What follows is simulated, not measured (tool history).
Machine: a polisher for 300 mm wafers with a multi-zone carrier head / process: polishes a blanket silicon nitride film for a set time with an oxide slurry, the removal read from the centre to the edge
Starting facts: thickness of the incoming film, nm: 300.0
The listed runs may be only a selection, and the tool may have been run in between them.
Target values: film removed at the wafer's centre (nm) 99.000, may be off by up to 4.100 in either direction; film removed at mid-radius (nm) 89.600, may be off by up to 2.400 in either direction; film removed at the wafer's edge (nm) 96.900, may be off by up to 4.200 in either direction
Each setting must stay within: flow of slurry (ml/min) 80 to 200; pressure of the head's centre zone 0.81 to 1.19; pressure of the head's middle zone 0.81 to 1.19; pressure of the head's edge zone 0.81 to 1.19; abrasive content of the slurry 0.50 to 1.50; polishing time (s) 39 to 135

run  hour  flow of slurry (ml/min)  pressure of the head's centre zone  pressure of the head's middle zone  pressure of the head's edge zone  abrasive content of the slurry  polishing time (s)  film removed at the wafer's centre (nm)  film removed at mid-radius (nm)  film removed at the wafer's edge (nm)
  1   0.0                      130                                1.00                                1.00                              1.00                            1.00                  87                                   68.251                           68.388                                 67.835
  2   1.4                      130                                1.00                                1.00                              1.00                            1.00                 102                                   81.153                           79.936                                 80.533
  3   6.1                      135                                1.01                                1.00                              1.02                            1.00                 102                                   81.266                           79.407                                 81.072
  4  11.5                      135                                1.01                                0.94                              1.02                            1.00                 102                                   79.620                           78.243                                 79.650
  5  14.9                      140                                1.03                                0.96                              1.05                            1.00                 102                                   85.255                           79.132                                 82.747
  6  16.7                      145                                1.03                                0.97                              1.07                            1.00                 102                                   85.306                           79.922                                 83.942
  7  25.3                      150                                1.03                                0.98                              1.09                            1.00                 102                                   85.895                           81.415                                 85.779
  8  26.1                      155                                1.04                                0.99                              1.10                            1.00                 102                                   86.494                           81.153                                 84.520
  9  28.1                      155                                1.04                                0.99                              1.10                            1.00                 102                                   87.671                           82.957                                 85.063
 10  34.4                      155                                1.04                                0.99                              1.11                            1.05                 102                                   88.163                           83.004                                 86.601
 11  35.3                      155                                1.04                                0.99                              1.12                            1.10                 102                                   91.469                           85.631                                 88.953
 12  40.5                      155                                1.04                                0.98                              1.13                            1.10                 102                                   91.923                           85.201                                 90.805
 13  41.0                      160                                1.04                                0.98                              1.14                            1.10                 102                                   90.702                           85.216                                 90.218
 14  44.7                      160                                1.04                                0.98                              1.14                            1.10                 102                                   91.462                           85.283                                 89.734

Which of these 4 next moves meets every target?
  A  48.4                      180                                1.01                                1.05                              1.09                            1.10                  95                                        ?                                ?                                      ?
  B  48.4                      145                                1.16                                0.90                              1.14                            1.05                 105                                        ?                                ?                                      ?
  C  48.4                      165                                1.07                                0.97                              1.17                            1.10                 108                                        ?                                ?                                      ?
  D  48.4                      160                                1.03                                0.95                              1.16                            1.05                 106                                        ?                                ?                                      ?

move  film removed at the wafer's centre (nm)  film removed at mid-radius (nm)  film removed at the wafer's edge (nm)
   A                                   84.136                           84.256                                 83.088
   B                                  100.430                           79.978                                 89.582
   C                                   99.650                           89.791                                 96.492
   D                                   91.939                           85.084                                 92.381
A: lands further from the targets than the last run did
B: puts the biggest miss on target and leaves a different result outside tolerance
C: hits every target within its allowed miss
D: as far off as the last run
Move C is the one to make.
